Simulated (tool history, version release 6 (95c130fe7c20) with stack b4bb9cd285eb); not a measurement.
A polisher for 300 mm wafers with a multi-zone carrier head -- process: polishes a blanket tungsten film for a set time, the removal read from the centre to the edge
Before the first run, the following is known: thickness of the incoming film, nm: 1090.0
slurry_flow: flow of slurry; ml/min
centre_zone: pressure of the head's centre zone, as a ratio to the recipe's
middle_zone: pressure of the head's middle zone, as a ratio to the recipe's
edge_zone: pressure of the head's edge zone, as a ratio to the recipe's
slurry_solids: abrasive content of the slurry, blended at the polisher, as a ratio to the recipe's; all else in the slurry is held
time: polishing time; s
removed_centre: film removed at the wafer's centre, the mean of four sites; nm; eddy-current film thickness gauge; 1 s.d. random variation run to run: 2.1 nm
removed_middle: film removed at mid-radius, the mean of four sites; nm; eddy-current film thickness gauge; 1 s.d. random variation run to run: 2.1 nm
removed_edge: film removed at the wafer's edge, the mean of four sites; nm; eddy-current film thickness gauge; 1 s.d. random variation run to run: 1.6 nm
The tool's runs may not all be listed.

run 1 day=0 | slurry_flow=190 centre_zone=1 middle_zone=1 edge_zone=1 slurry_solids=1 time=55 | removed_centre=235.8 removed_middle=240.6 removed_edge=240.88
run 2 day=0.333 | slurry_flow=190 centre_zone=1 middle_zone=1 edge_zone=1 slurry_solids=1 time=68 | removed_centre=293.81 removed_middle=293.24 removed_edge=295.47
run 3 day=0.512 | slurry_flow=190 centre_zone=1 middle_zone=1 edge_zone=1.06 slurry_solids=1 time=68 | removed_centre=288.01 removed_middle=294.13 removed_edge=305.41
run 4 day=0.867 | slurry_flow=145 centre_zone=1 middle_zone=1 edge_zone=1.06 slurry_solids=1 time=68 | removed_centre=280.48 removed_middle=288.76 removed_edge=297.09
run 5 day=1.025 | slurry_flow=145 centre_zone=1 middle_zone=1 edge_zone=1.06 slurry_solids=1 time=62 | removed_centre=255.7 removed_middle=261.25 removed_edge=273.48
run 6 day=1.362 | slurry_flow=145 centre_zone=1 middle_zone=1 edge_zone=1.06 slurry_solids=1.2 time=62 | removed_centre=261.28 removed_middle=276.13 removed_edge=285.25

The next listed run, before its measurement:
run 7 day=1.617 | slurry_flow=135 centre_zone=0.9 middle_zone=0.93 edge_zone=0.96 slurry_solids=0.95 time=47 | removed_centre=? removed_middle=? removed_edge=?

removed_centre: 169.89 nm
removed_middle: 181.44 nm
removed_edge: 193.66 nm
